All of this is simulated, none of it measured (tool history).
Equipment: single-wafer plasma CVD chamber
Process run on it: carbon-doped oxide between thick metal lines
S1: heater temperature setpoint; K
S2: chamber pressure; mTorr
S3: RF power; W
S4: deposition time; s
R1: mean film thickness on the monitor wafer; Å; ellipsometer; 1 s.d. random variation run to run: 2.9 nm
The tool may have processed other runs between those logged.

run 1 day=0.000 | S1=643.15 S2=6750 S3=495 S4=242 | R1=10730
run 2 day=0.258 | S1=643.15 S2=5760 S3=495 S4=242 | R1=10580
run 3 day=0.575 | S1=647.15 S2=5460 S3=495 S4=242 | R1=10484
run 4 day=0.750 | S1=639.15 S2=5460 S3=495 S4=242 | R1=10646
run 5 day=1.117 | S1=646.15 S2=5460 S3=495 S4=242 | R1=10524
run 6 day=1.458 | S1=646.15 S2=6570 S3=495 S4=242 | R1=10658

Run 7 has not been measured yet. What should we expect?
run 7 day=1.717 | S1=649.15 S2=6130 S3=490 S4=242 | R1=?

{"run 7": {"R1": 10465}}

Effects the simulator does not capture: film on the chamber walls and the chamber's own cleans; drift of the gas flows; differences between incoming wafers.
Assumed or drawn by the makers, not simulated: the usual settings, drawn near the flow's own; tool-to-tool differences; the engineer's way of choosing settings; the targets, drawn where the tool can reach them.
